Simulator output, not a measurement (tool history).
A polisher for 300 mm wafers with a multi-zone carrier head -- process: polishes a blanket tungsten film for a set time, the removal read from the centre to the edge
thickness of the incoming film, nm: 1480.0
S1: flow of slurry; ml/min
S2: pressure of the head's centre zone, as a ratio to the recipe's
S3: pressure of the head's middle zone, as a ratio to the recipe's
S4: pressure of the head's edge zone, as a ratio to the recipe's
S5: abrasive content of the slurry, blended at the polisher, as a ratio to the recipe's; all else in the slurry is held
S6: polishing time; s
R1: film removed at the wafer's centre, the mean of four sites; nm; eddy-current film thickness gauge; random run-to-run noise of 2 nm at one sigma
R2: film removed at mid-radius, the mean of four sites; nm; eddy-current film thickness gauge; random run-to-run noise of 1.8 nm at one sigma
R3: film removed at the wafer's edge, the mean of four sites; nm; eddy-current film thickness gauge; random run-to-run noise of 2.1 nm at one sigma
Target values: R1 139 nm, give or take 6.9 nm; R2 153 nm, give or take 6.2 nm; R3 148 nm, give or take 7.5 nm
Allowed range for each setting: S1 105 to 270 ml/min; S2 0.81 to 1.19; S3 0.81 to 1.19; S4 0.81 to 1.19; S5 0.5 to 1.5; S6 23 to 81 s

| run | hour | S1 | S2 | S3 | S4 | S5 | S6 | R1 | R2 | R3 |
|---|---|---|---|---|---|---|---|---|---|---|
| 1 | 0 | 175 | 1 | 1 | 1 | 1 | 52 | 247.05 | 251.34 | 252.29 |
| 2 | 3.3 | 170 | 0.98 | 1 | 0.97 | 0.85 | 47 | 206.06 | 220.14 | 216.82 |
| 3 | 7.9 | 170 | 0.98 | 1 | 1.03 | 0.85 | 47 | 211.66 | 216.61 | 225.72 |
| 4 | 14.9 | 170 | 0.97 | 0.99 | 0.99 | 0.75 | 43 | 188.73 | 189.68 | 193.59 |
| 5 | 15.6 | 150 | 0.97 | 0.99 | 0.99 | 0.75 | 43 | 181.77 | 186.81 | 190.82 |
| 6 | 16.9 | 145 | 0.95 | 0.98 | 0.95 | 0.7 | 42 | 172.32 | 180.38 | 181.78 |
| 7 | 22.5 | 145 | 0.94 | 0.98 | 0.93 | 0.65 | 40 | 158.49 | 165.58 | 170.22 |
| 8 | 28.3 | 140 | 0.94 | 0.99 | 0.91 | 0.6 | 39 | 153.37 | 163.48 | 163.31 |
| 9 | 29.9 | 140 | 0.94 | 0.99 | 0.89 | 0.55 | 38 | 147.58 | 158.86 | 156.78 |

Consider the 4 candidate settings below. Which is the only one whose results all fall within their allowed miss of target?
| A | 31.5 | 150 | 0.99 | 0.99 | 0.9 | 0.6 | 38 | ? | ? | ? |
| B | 31.5 | 160 | 1.02 | 0.99 | 0.82 | 0.65 | 37 | ? | ? | ? |
| C | 31.5 | 140 | 0.97 | 0.9 | 0.87 | 0.8 | 36 | ? | ? | ? |
| D | 31.5 | 120 | 0.95 | 1.03 | 0.94 | 0.75 | 35 | ? | ? | ? |

| move | R1 | R2 | R3 |
|---|---|---|---|
| A | 153.77 | 163.36 | 160.47 |
| B | 157.58 | 162.77 | 152.97 |
| C | 149.07 | 149.25 | 156.93 |
| D | 137.09 | 156.94 | 153.41 |
A: misses by more than the last run did
B: misses by more than the last run did
C: misses by more than the last run did
D: each result inside its tolerance
Move D is the one to make.

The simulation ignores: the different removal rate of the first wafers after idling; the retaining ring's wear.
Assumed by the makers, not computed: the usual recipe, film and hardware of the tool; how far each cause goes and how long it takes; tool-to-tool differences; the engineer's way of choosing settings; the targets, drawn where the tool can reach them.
